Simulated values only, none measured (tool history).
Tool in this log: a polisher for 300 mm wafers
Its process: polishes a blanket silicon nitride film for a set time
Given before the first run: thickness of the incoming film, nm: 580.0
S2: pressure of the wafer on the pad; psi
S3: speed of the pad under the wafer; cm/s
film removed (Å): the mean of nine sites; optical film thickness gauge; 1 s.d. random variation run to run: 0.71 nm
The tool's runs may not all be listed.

Run 1, hour 0: flow of slurry (ml/min) 165, S2 4.6 psi, S3 140 cm/s, polishing time (s) 24. Result: film removed (Å) 647.45.
Run 2, hour 7.4: flow of slurry (ml/min) 170, S2 4.8 psi, S3 140 cm/s, polishing time (s) 24. Result: film removed (Å) 682.82.
Run 3, hour 8.5: flow of slurry (ml/min) 175, S2 5 psi, S3 140 cm/s, polishing time (s) 24. Result: film removed (Å) 704.51.
Run 4, hour 13.1: flow of slurry (ml/min) 175, S2 5 psi, S3 120 cm/s, polishing time (s) 24. Result: film removed (Å) 657.71.
Run 5, hour 19.6: flow of slurry (ml/min) 175, S2 6 psi, S3 120 cm/s, polishing time (s) 24. Result: film removed (Å) 765.87.
Run 6, hour 23.6: flow of slurry (ml/min) 135, S2 6 psi, S3 120 cm/s, polishing time (s) 24. Result: film removed (Å) 746.84.

The next listed run, before its measurement:
Run 7, hour 25.2: flow of slurry (ml/min) 140, S2 6.1 psi, S3 120 cm/s, polishing time (s) 24. Result: film removed (Å) ?.

{"run 7": {"film removed (Å)": 768.37}}
